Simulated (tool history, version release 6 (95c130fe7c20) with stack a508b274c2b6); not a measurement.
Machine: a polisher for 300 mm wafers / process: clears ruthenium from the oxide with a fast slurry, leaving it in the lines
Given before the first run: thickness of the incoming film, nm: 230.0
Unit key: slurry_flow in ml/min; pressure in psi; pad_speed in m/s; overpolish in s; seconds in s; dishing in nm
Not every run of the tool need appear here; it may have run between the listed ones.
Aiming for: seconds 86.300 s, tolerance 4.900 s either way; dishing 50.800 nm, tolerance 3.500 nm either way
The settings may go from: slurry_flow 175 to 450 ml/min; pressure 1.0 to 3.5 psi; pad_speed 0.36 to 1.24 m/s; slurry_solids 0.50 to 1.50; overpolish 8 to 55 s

{"run": 1, "hour": 0.0, "slurry_flow": 290, "pressure": 2.2, "pad_speed": 0.8, "slurry_solids": 1.0, "overpolish": 28, "seconds": 65.494, "dishing": 80.143}
{"run": 2, "hour": 6.5, "slurry_flow": 290, "pressure": 2.2, "pad_speed": 0.64, "slurry_solids": 1.0, "overpolish": 28, "seconds": 81.473, "dishing": 65.803}
{"run": 3, "hour": 13.3, "slurry_flow": 290, "pressure": 2.2, "pad_speed": 0.72, "slurry_solids": 1.0, "overpolish": 28, "seconds": 73.252, "dishing": 70.236}
{"run": 4, "hour": 19.5, "slurry_flow": 290, "pressure": 2.2, "pad_speed": 0.72, "slurry_solids": 1.0, "overpolish": 27, "seconds": 72.5, "dishing": 71.449}
{"run": 5, "hour": 22.8, "slurry_flow": 290, "pressure": 2.2, "pad_speed": 0.72, "slurry_solids": 0.9, "overpolish": 27, "seconds": 76.584, "dishing": 67.121}
{"run": 6, "hour": 23.4, "slurry_flow": 290, "pressure": 2.2, "pad_speed": 0.72, "slurry_solids": 1.05, "overpolish": 27, "seconds": 72.062, "dishing": 72.006}
{"run": 7, "hour": 27.8, "slurry_flow": 290, "pressure": 2.2, "pad_speed": 0.72, "slurry_solids": 1.05, "overpolish": 26, "seconds": 68.756, "dishing": 67.116}
{"run": 8, "hour": 30.6, "slurry_flow": 290, "pressure": 2.2, "pad_speed": 0.72, "slurry_solids": 1.05, "overpolish": 26, "seconds": 72.144, "dishing": 71.559}
{"run": 9, "hour": 37.9, "slurry_flow": 290, "pressure": 2.2, "pad_speed": 0.72, "slurry_solids": 1.05, "overpolish": 25, "seconds": 71.192, "dishing": 66.34}
{"run": 10, "hour": 39.9, "slurry_flow": 290, "pressure": 2.1, "pad_speed": 0.72, "slurry_solids": 1.05, "overpolish": 25, "seconds": 75.674, "dishing": 63.316}
{"run": 11, "hour": 45.3, "slurry_flow": 290, "pressure": 2.0, "pad_speed": 0.72, "slurry_solids": 1.05, "overpolish": 23, "seconds": 78.943, "dishing": 56.963}

Pick the move, out of 5, that brings all results within their allowed miss; only one does.
{"run": "A", "hour": 50.7, "slurry_flow": 375, "pressure": 1.7, "pad_speed": 0.74, "slurry_solids": 1.1, "overpolish": 22, "seconds": "?", "dishing": "?"}
{"run": "B", "hour": 50.7, "slurry_flow": 310, "pressure": 2.0, "pad_speed": 0.84, "slurry_solids": 0.9, "overpolish": 19, "seconds": "?", "dishing": "?"}
{"run": "C", "hour": 50.7, "slurry_flow": 270, "pressure": 1.8, "pad_speed": 0.76, "slurry_solids": 0.75, "overpolish": 33, "seconds": "?", "dishing": "?"}
{"run": "D", "hour": 50.7, "slurry_flow": 255, "pressure": 1.9, "pad_speed": 0.78, "slurry_solids": 1.2, "overpolish": 27, "seconds": "?", "dishing": "?"}
{"run": "E", "hour": 50.7, "slurry_flow": 335, "pressure": 2.3, "pad_speed": 0.72, "slurry_solids": 1.15, "overpolish": 21, "seconds": "?", "dishing": "?"}

move=A seconds=85.444 dishing=52.777
move=B seconds=70.564 dishing=54.948
move=C seconds=93.442 dishing=69.847
move=D seconds=72.654 dishing=72.997
move=E seconds=64.936 dishing=64.672
A: hits every target within its allowed miss
B: its largest miss is bigger than the last run's
C: its largest miss is bigger than the last run's
D: its largest miss is bigger than the last run's
E: its largest miss is bigger than the last run's
The right move is A.
